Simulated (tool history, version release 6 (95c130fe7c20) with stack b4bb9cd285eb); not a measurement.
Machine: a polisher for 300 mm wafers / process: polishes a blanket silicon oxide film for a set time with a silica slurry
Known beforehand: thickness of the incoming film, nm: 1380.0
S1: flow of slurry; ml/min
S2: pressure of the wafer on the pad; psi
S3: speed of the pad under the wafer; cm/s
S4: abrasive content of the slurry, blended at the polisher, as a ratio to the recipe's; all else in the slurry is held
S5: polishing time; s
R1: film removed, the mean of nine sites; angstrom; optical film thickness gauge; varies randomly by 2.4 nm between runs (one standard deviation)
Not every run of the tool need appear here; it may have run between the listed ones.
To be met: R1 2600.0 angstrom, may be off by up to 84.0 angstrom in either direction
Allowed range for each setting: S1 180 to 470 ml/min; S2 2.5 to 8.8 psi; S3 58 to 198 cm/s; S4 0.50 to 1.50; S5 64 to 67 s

| run | hour | S1 | S2 | S3 | S4 | S5 | R1 |
|---|---|---|---|---|---|---|---|
| 1 | 0.0 | 300 | 5.6 | 128 | 1.00 | 64 | 2958.0 |
| 2 | 3.2 | 300 | 7.0 | 128 | 1.00 | 64 | 3365.7 |
| 3 | 8.6 | 300 | 6.7 | 128 | 1.00 | 64 | 3324.9 |
| 4 | 12.9 | 300 | 6.7 | 98 | 1.00 | 64 | 2759.0 |
| 5 | 14.5 | 300 | 6.7 | 98 | 1.00 | 67 | 2879.9 |
| 6 | 15.1 | 300 | 6.7 | 72 | 1.00 | 67 | 2235.6 |
| 7 | 16.2 | 300 | 6.8 | 72 | 1.00 | 67 | 2310.6 |
| 8 | 21.3 | 300 | 6.9 | 72 | 1.00 | 67 | 2316.2 |
| 9 | 30.0 | 300 | 7.0 | 72 | 1.00 | 67 | 2310.8 |

5 next moves are on the table. One of them brings every result within its allowed miss. Which?
| A | 38.7 | 295 | 7.2 | 90 | 1.00 | 67 | ? |
| B | 38.7 | 245 | 7.6 | 84 | 1.00 | 67 | ? |
| C | 38.7 | 290 | 8.4 | 74 | 1.05 | 67 | ? |
| D | 38.7 | 265 | 6.6 | 82 | 0.85 | 67 | ? |
| E | 38.7 | 400 | 6.9 | 92 | 0.95 | 64 | ? |

| move | R1 |
|---|---|
| A | 2788.1 |
| B | 2708.9 |
| C | 2756.0 |
| D | 2222.2 |
| E | 2611.7 |
A: pushes the last run's worst result past its target
B: pushes the last run's worst result past its target
C: pushes the last run's worst result past its target
D: misses by more than the last run did
E: every result within its allowed miss
Correct choice: E, which meets every target
